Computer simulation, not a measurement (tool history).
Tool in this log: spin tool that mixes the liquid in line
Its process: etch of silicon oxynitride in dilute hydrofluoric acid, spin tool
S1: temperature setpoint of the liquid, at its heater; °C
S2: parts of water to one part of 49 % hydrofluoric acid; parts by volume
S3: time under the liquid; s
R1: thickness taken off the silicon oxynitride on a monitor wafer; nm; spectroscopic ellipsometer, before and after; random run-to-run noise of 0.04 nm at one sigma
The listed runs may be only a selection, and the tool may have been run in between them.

run,day,S1,S2,S3,R1
1,0,21,100,270,5.2981
2,0.221,21,100,270,5.2539
3,0.488,21,70,270,7.7248
4,0.638,24,70,270,8.9163
5,0.675,22.5,75,270,7.7274
6,0.883,22.5,75,290,8.1765
# day 0.938: thermometer replaced
7,0.938,22.5,75,290,7.8594
8,1.267,21.5,80,290,7
9,1.542,20.5,85,290,6.2561

What does the tool deliver on the next run?
10,1.838,20,90,290,?

R1: 5.7034 nm
